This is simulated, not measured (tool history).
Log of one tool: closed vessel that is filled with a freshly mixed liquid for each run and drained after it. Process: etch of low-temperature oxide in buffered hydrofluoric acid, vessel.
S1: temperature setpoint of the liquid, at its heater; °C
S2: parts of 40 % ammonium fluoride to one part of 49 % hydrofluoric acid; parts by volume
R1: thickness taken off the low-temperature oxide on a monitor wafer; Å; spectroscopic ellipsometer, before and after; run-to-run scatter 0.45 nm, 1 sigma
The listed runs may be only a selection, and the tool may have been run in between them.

{"run": 1, "day": 0.0, "S1": 25.0, "S2": 8.5, "time in the liquid (s)": 30, "R1": 1004.6}
{"run": 2, "day": 0.138, "S1": 25.0, "S2": 8.5, "time in the liquid (s)": 30, "R1": 1017.6}
{"run": 3, "day": 0.167, "S1": 25.0, "S2": 10.0, "time in the liquid (s)": 30, "R1": 889.41}
{"run": 4, "day": 0.346, "S1": 26.5, "S2": 10.0, "time in the liquid (s)": 30, "R1": 986.17}
{"run": 5, "day": 0.538, "S1": 26.5, "S2": 10.0, "time in the liquid (s)": 30, "R1": 965.73}
{"run": 6, "day": 0.679, "S1": 26.5, "S2": 8.0, "time in the liquid (s)": 30, "R1": 1180.1}
{"run": 7, "day": 1.038, "S1": 24.0, "S2": 8.5, "time in the liquid (s)": 30, "R1": 960.44}

Run 8 comes next. What will it give?
{"run": 8, "day": 1.104, "S1": 24.0, "S2": 8.5, "time in the liquid (s)": 30, "R1": "?"}

{"run 8": {"R1": 952.83}}
